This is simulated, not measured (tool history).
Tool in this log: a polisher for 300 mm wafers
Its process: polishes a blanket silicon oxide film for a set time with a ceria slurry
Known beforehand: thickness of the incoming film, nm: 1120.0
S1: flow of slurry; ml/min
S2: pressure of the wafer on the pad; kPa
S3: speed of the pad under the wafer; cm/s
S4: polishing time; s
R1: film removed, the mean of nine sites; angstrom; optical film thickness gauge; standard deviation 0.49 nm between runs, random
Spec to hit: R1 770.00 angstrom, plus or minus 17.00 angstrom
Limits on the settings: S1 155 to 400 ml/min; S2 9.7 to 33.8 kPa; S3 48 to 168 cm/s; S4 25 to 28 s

run 1 hour=0.0 | S1=255 S2=21.4 S3=108 S4=28 | R1=1061.50
run 2 hour=3.0 | S1=250 S2=19.3 S3=108 S4=28 | R1=960.97
run 3 hour=9.5 | S1=245 S2=17.9 S3=108 S4=28 | R1=894.74
run 4 hour=10.6 | S1=245 S2=17.9 S3=98 S4=28 | R1=831.93
run 5 hour=19.5 | S1=245 S2=20.7 S3=98 S4=28 | R1=945.78
run 6 hour=26.1 | S1=240 S2=19.3 S3=98 S4=28 | R1=889.23
run 7 hour=27.4 | S1=240 S2=18.6 S3=98 S4=28 | R1=863.17
run 8 hour=34.2 | S1=240 S2=17.9 S3=98 S4=28 | R1=835.24
run 9 hour=40.6 | S1=240 S2=17.2 S3=98 S4=28 | R1=801.61

Which of these 4 next moves meets every target?
run A hour=47.0 | S1=215 S2=17.9 S3=106 S4=28 | R1=?
run B hour=47.0 | S1=215 S2=16.5 S3=104 S4=28 | R1=?
run C hour=47.0 | S1=225 S2=20.7 S3=84 S4=28 | R1=?
run D hour=47.0 | S1=230 S2=17.2 S3=94 S4=28 | R1=?

move=A R1=878.78
move=B R1=804.17
move=C R1=838.91
move=D R1=774.97
A: lands further from the targets than the last run did
B: lands further from the targets than the last run did
C: lands further from the targets than the last run did
D: every result lands within tolerance
The move that meets every target is D.
